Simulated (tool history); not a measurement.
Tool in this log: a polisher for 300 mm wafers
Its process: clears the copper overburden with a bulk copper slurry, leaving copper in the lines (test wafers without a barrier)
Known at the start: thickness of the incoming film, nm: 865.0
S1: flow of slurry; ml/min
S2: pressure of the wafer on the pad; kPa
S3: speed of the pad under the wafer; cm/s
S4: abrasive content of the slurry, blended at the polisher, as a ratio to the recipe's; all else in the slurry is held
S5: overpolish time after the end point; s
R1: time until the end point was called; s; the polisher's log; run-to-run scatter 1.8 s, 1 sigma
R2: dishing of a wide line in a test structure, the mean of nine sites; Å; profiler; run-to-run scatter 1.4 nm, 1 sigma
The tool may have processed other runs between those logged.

run 1 hour=0.0 | S1=260 S2=11.7 S3=130 S4=1.0 S5=14 | R1=105.93 R2=646.70
run 2 hour=2.0 | S1=260 S2=11.0 S3=130 S4=1.0 S5=15 | R1=112.45 R2=628.93
run 3 hour=4.5 | S1=260 S2=10.3 S3=130 S4=1.0 S5=16 | R1=118.67 R2=643.86
run 4 hour=12.8 | S1=260 S2=10.3 S3=130 S4=1.0 S5=20 | R1=117.46 R2=721.22
run 5 hour=19.7 | S1=260 S2=10.3 S3=150 S4=1.0 S5=20 | R1=106.05 R2=724.32
run 6 hour=23.4 | S1=315 S2=10.3 S3=150 S4=1.0 S5=20 | R1=102.35 R2=771.99
run 7 hour=29.5 | S1=315 S2=9.7 S3=150 S4=1.0 S5=20 | R1=110.02 R2=717.23

Forecast run 8:
run 8 hour=30.7 | S1=315 S2=9.0 S3=150 S4=1.0 S5=20 | R1=? R2=?

Run 8 produced R1 120.20 s, R2 683.10 Å.
